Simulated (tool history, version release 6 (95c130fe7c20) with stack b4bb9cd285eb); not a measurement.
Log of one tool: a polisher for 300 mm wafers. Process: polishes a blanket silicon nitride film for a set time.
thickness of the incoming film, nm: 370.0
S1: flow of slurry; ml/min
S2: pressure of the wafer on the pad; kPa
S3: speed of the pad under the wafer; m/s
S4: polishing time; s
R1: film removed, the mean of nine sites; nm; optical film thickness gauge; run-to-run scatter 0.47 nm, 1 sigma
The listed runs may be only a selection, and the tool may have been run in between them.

run 1 hour=0 | S1=195 S2=22.1 S3=1.2 S4=34 | R1=51.88
run 2 hour=2 | S1=155 S2=22.1 S3=1.2 S4=34 | R1=50.28
run 3 hour=10 | S1=155 S2=20.7 S3=1.2 S4=34 | R1=46.487
run 4 hour=14.7 | S1=115 S2=20.7 S3=1.2 S4=34 | R1=46.029
run 5 hour=17.1 | S1=115 S2=20 S3=1.2 S4=34 | R1=43.345
run 6 hour=22.7 | S1=115 S2=20 S3=1.34 S4=34 | R1=47.994

Forecast run 7:
run 7 hour=26.5 | S1=115 S2=19.3 S3=1.34 S4=34 | R1=?

R1: 46.152 nm

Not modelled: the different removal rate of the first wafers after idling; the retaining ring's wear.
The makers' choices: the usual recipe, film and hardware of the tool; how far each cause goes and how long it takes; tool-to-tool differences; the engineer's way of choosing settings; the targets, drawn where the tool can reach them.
